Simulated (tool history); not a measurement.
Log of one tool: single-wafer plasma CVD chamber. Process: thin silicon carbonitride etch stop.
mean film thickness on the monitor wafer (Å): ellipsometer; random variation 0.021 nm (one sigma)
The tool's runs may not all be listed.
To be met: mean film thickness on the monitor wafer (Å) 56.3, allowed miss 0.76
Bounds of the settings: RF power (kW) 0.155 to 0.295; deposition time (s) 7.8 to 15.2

| run | hour | RF power (kW) | deposition time (s) | mean film thickness on the monitor wafer (Å) |
|---|---|---|---|---|
| 1 | 0 | 0.225 | 11.5 | 61.818 |
| 2 | 6.8 | 0.225 | 12.4 | 67.549 |
| 3 | 9.5 | 0.25 | 12.4 | 70.115 |
| 4 | 18 | 0.25 | 11.7 | 65.625 |
| 5 | 25.7 | 0.275 | 11.7 | 68.051 |
| 6 | 32.6 | 0.245 | 11.6 | 64.828 |
| 7 | 35.4 | 0.22 | 11.5 | 62.113 |
| 8 | 37.6 | 0.205 | 11.4 | 59.734 |
| 9 | 41.7 | 0.195 | 11.4 | 59.016 |
| 10 | 47.8 | 0.185 | 11.4 | 58.17 |
| 11 | 50.7 | 0.18 | 11.4 | 57.399 |

4 next moves are on the table. One of them brings every result within its allowed miss. Which?
| A | 53.6 | 0.2 | 10.8 | ? |
| B | 53.6 | 0.18 | 11.5 | ? |
| C | 53.6 | 0.175 | 11.6 | ? |
| D | 53.6 | 0.155 | 12.2 | ? |

| move | mean film thickness on the monitor wafer (Å) |
|---|---|
| A | 55.886 |
| B | 57.422 |
| C | 57.367 |
| D | 57.857 |
A: meets every target
B: as far off as the last run
C: as far off as the last run
D: further off than the last run
Answer: A
